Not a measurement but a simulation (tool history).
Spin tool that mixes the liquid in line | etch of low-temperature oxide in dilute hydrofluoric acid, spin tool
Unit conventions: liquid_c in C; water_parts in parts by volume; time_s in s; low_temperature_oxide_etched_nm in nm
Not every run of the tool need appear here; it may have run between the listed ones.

run,hour,liquid_c,water_parts,time_s,low_temperature_oxide_etched_nm
1,0,25,140,50,9.3482
2,5.3,25,140,50,9.3527
3,11,24,145,50,8.5524
4,17.3,24,145,55,9.4885
5,20.6,23,145,55,9.1076
6,28.2,22,145,55,8.7465
7,34.9,21,145,55,8.4856
8,37.7,20.5,150,55,7.8834
9,38.3,20,150,55,7.8771
10,44.9,20,150,55,7.9058
11,50.8,19.5,155,55,7.3118
12,51.8,19.5,155,55,7.3935
13,57.3,19.5,155,55,7.4176

Forecast run 14:
14,65.5,19,155,55,?

low_temperature_oxide_etched_nm: 7.2071 nm
